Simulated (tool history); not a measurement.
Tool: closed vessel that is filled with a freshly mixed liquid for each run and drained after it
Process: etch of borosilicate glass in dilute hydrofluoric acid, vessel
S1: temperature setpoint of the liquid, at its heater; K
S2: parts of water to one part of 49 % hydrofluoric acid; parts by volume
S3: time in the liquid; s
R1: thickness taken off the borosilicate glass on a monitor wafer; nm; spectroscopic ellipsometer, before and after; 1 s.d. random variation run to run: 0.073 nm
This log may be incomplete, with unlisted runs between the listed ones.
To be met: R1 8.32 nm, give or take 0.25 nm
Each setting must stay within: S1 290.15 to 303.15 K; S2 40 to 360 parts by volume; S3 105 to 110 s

Run 1, day 0: S1 295.15 K, S2 200 parts by volume, S3 105 s. Result: R1 14.013 nm.
Run 2, day 0.158: S1 295.15 K, S2 200 parts by volume, S3 105 s. Result: R1 13.95 nm.
Run 3, day 0.3: S1 295.15 K, S2 260 parts by volume, S3 105 s. Result: R1 10.007 nm.
Run 4, day 0.658: S1 295.15 K, S2 260 parts by volume, S3 110 s. Result: R1 10.609 nm.
Run 5, day 0.846: S1 297.65 K, S2 260 parts by volume, S3 110 s. Result: R1 11.531 nm.
Run 6, day 1.042: S1 297.65 K, S2 260 parts by volume, S3 110 s. Result: R1 11.629 nm.
Run 7, day 1.196: S1 295.65 K, S2 265 parts by volume, S3 110 s. Result: R1 10.567 nm.
Run 8, day 1.317: S1 294.15 K, S2 270 parts by volume, S3 110 s. Result: R1 9.8684 nm.
Run 9, day 1.525: S1 290.15 K, S2 285 parts by volume, S3 110 s. Result: R1 7.7732 nm.

Pick the move, out of 5, that brings all results within their allowed miss; only one does.
Run A, day 1.733: S1 290.15 K, S2 280 parts by volume, S3 105 s. Result: R1 ?.
Run B, day 1.733: S1 290.65 K, S2 295 parts by volume, S3 110 s. Result: R1 ?.
Run C, day 1.733: S1 292.65 K, S2 285 parts by volume, S3 105 s. Result: R1 ?.
Run D, day 1.733: S1 290.15 K, S2 330 parts by volume, S3 105 s. Result: R1 ?.
Run E, day 1.733: S1 290.15 K, S2 315 parts by volume, S3 110 s. Result: R1 ?.

move      R1
   A  7.5127
   B  7.5173
   C   8.074
   D  6.1147
   E   6.794
A: misses by more than the last run did
B: misses by more than the last run did
C: every result lands within tolerance
D: misses by more than the last run did
E: misses by more than the last run did
Correct choice: C, which meets every target
